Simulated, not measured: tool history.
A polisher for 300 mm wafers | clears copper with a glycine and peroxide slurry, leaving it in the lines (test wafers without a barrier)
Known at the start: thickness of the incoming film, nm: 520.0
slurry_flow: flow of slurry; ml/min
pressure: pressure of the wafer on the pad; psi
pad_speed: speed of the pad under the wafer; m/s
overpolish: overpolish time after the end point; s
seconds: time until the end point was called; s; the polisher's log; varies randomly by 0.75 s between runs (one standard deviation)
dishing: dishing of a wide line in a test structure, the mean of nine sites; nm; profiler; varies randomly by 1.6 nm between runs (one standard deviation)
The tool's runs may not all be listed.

run	day	slurry_flow	pressure	pad_speed	overpolish	seconds	dishing
1	0	200	2.1	1	16	108.22	43.027
2	0.362	200	2.2	1	16	104.2	44.247
3	0.562	200	2.4	1	16	97.851	48.828
4	0.738	200	2.5	1	16	93.252	47.423
5	0.996	200	2.5	1.26	16	76.748	55.244
6	1.258	200	2	1.26	16	92.734	48.306

Run 7 has not been measured yet. What should we expect?
7	1.592	200	2	1.26	16	?	?

{"run 7": {"seconds": 92.775, "dishing": 48.137}}
